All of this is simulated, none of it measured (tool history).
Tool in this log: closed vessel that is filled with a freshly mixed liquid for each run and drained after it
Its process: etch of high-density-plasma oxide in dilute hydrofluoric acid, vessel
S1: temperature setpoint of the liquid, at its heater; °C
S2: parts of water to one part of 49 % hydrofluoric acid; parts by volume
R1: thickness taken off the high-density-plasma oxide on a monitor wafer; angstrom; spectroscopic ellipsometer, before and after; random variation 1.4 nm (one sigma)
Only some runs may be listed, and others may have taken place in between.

run 1 hour=0 | S1=22 S2=130 time_in_the_liquid_(s)=1700 | R1=745.83
run 2 hour=5.6 | S1=23.5 S2=120 time_in_the_liquid_(s)=1700 | R1=876.48
run 3 hour=13.8 | S1=23.5 S2=120 time_in_the_liquid_(s)=1700 | R1=867.94
run 4 hour=15 | S1=24.5 S2=115 time_in_the_liquid_(s)=1700 | R1=956.13
run 5 hour=17.7 | S1=22 S2=115 time_in_the_liquid_(s)=1700 | R1=852.33
run 6 hour=23 | S1=22 S2=160 time_in_the_liquid_(s)=1700 | R1=580.09

Run 7 has not been measured yet. What should we expect?
-- hour=31.2 hydrofluoric acid flow meter replaced
run 7 hour=31.2 | S1=22 S2=160 time_in_the_liquid_(s)=1700 | R1=?

{"run 7": {"R1": 640.89}}
